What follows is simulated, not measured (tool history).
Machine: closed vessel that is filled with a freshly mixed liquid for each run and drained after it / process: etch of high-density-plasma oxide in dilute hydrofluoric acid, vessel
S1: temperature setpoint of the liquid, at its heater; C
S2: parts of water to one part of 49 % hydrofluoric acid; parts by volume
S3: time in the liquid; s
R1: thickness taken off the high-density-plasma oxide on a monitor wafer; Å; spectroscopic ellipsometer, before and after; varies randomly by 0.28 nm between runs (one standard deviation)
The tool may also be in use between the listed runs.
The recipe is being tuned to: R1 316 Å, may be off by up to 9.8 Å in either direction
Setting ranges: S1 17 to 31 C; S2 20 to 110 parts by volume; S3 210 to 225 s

{"run": 1, "hour": 0.0, "S1": 23, "S2": 60, "S3": 210, "R1": 195.67}
{"run": 2, "hour": 5.3, "S1": 24, "S2": 60, "S3": 210, "R1": 204.17}
{"run": 3, "hour": 12.3, "S1": 24, "S2": 45, "S3": 210, "R1": 277.98}
{"run": 4, "hour": 17.0, "S1": 24, "S2": 45, "S3": 225, "R1": 297.79}
{"run": 5, "hour": 25.6, "S1": 24, "S2": 65, "S3": 225, "R1": 203}
{"run": 6, "hour": 30.9, "S1": 24, "S2": 65, "S3": 225, "R1": 200.62}
{"run": 7, "hour": 31.6, "S1": 25, "S2": 65, "S3": 225, "R1": 212.89}
{"run": 8, "hour": 40.1, "S1": 26, "S2": 65, "S3": 225, "R1": 217.95}
{"run": 9, "hour": 41.0, "S1": 26.5, "S2": 65, "S3": 225, "R1": 222.32}
{"run": 10, "hour": 42.5, "S1": 27, "S2": 65, "S3": 225, "R1": 229.94}
{"run": 11, "hour": 50.4, "S1": 27.5, "S2": 65, "S3": 225, "R1": 233.37}
{"run": 12, "hour": 53.9, "S1": 28, "S2": 65, "S3": 225, "R1": 236.12}

Which one of the following 4 next-run settings gets every result inside its allowed miss? There is exactly one.
{"run": "A", "hour": 57.4, "S1": 31, "S2": 75, "S3": 210, "R1": "?"}
{"run": "B", "hour": 57.4, "S1": 28, "S2": 60, "S3": 225, "R1": "?"}
{"run": "C", "hour": 57.4, "S1": 26, "S2": 75, "S3": 225, "R1": "?"}
{"run": "D", "hour": 57.4, "S1": 28, "S2": 50, "S3": 225, "R1": "?"}

move=A R1=210.25
move=B R1=256.29
move=C R1=185.51
move=D R1=312.04
A: lands further from the targets than the last run did
B: closer than the last run, but not yet in spec
C: lands further from the targets than the last run did
D: meets every target
So the answer is move D, the one that meets all the targets.
